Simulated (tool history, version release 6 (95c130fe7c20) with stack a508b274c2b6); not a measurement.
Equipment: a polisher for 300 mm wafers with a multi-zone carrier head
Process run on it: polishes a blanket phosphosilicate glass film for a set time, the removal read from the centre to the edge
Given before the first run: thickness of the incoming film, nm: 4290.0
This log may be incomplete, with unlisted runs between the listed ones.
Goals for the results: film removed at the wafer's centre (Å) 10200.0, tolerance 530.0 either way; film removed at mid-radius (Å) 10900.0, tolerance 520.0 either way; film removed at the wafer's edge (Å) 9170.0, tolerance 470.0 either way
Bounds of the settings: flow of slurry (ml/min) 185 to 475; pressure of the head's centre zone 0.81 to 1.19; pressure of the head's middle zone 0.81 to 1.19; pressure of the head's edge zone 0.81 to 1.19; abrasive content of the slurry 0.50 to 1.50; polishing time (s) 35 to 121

run,hour,flow of slurry (ml/min),pressure of the head's centre zone,pressure of the head's middle zone,pressure of the head's edge zone,abrasive content of the slurry,polishing time (s),film removed at the wafer's centre (Å),film removed at mid-radius (Å),film removed at the wafer's edge (Å)
1,0.0,305,1.00,1.00,1.00,1.00,78,5949.3,5955.5,5940.1
2,6.0,310,1.02,1.03,0.99,1.10,82,6670.3,6542.5,6500.2
3,14.6,310,0.98,1.03,0.99,1.10,82,6392.3,6662.7,6530.7
4,17.3,315,0.99,1.06,0.96,1.20,86,7018.9,7450.5,6985.6
5,23.9,320,1.01,1.08,0.95,1.25,89,7589.6,8247.1,7428.0
6,27.2,290,1.01,1.08,0.95,1.25,89,7567.1,7975.3,7346.2
7,33.9,300,1.03,1.10,0.96,1.30,91,8103.2,8365.5,7669.7
8,40.0,310,1.04,1.12,0.95,1.35,93,8354.6,8895.7,8010.8

Exercise: of the 5 proposed moves below, exactly one satisfies all targets within the stated allowed misses. Which move is it?
A,46.1,415,1.19,1.07,0.88,1.10,96,?,?,?
B,46.1,330,0.89,1.11,1.04,1.35,118,?,?,?
C,46.1,275,1.05,1.15,0.86,1.35,112,?,?,?
D,46.1,435,0.81,1.19,1.09,1.50,100,?,?,?
E,46.1,320,0.96,1.11,1.07,1.20,79,?,?,?

move,film removed at the wafer's centre (Å),film removed at mid-radius (Å),film removed at the wafer's edge (Å)
A,9394.9,8083.5,7401.1
B,9155.1,10926.0,10429.0
C,10052.0,10481.0,8999.7
D,7518.8,10451.0,9533.6
E,6299.7,6964.7,6740.4
A: moves away from the targets compared with the last run
B: brings the last run's worst result on target, with another outside its allowed miss
C: in spec on every target
D: brings the last run's worst result on target, with another outside its allowed miss
E: moves away from the targets compared with the last run
C is the move that brings every result within its allowed miss.

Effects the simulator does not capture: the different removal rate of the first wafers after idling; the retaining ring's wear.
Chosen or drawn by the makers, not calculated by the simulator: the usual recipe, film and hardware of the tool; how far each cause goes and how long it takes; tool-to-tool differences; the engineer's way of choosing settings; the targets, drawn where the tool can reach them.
